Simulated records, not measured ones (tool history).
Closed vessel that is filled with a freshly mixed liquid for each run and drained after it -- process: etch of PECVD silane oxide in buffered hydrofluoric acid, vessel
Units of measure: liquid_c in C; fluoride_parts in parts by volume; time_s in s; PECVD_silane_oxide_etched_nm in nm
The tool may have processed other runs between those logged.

run  hour  liquid_c  fluoride_parts  time_s  PECVD_silane_oxide_etched_nm
  1     0        24             8.5      30                        99.768
  2   8.5      26.5             8.5      30                        112.77
  3  14.1        24               9      30                        93.182
  4  19.5      22.5             9.5      30                        83.967
  5  21.7      22.5             9.5      30                        83.547
     22.8  -- thermometer replaced
  6  22.8      22.5             9.5      30                        74.525
  7  24.4      18.5              10      30                        57.453
  8  26.5      18.5              10      30                        56.563

Expected results for the next run?
  9  33.1      18.5              10      30                             ?

PECVD_silane_oxide_etched_nm: 57.139 nm

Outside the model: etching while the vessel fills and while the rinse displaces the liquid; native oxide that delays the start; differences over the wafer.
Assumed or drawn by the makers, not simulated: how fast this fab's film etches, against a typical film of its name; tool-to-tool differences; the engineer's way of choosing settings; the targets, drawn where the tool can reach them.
